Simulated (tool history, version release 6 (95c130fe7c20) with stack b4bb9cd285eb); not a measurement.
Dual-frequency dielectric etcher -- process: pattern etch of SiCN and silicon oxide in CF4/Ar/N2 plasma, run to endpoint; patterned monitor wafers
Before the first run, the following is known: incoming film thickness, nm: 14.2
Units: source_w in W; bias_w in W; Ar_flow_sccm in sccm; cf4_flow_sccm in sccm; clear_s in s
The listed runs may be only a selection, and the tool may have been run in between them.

| run | hour | source_w | bias_w | Ar_flow_sccm | cf4_flow_sccm | clear_s |
|---|---|---|---|---|---|---|
| 1 | 0.0 | 540 | 96 | 102 | 72 | 12.472 |
| 2 | 5.3 | 520 | 96 | 102 | 72 | 12.595 |
| 3 | 7.3 | 520 | 96 | 102 | 80 | 12.516 |
| 4 | 9.3 | 500 | 96 | 102 | 80 | 12.839 |
| 5 | 17.8 | 410 | 96 | 102 | 80 | 14.414 |
| 6 | 25.5 | 320 | 96 | 102 | 80 | 16.434 |
| 7 | 34.1 | 330 | 96 | 102 | 80 | 16.226 |

Run 8 comes next. What will it give?
| 8 | 38.7 | 340 | 96 | 102 | 80 | ? |

clear_s: 15.877 s
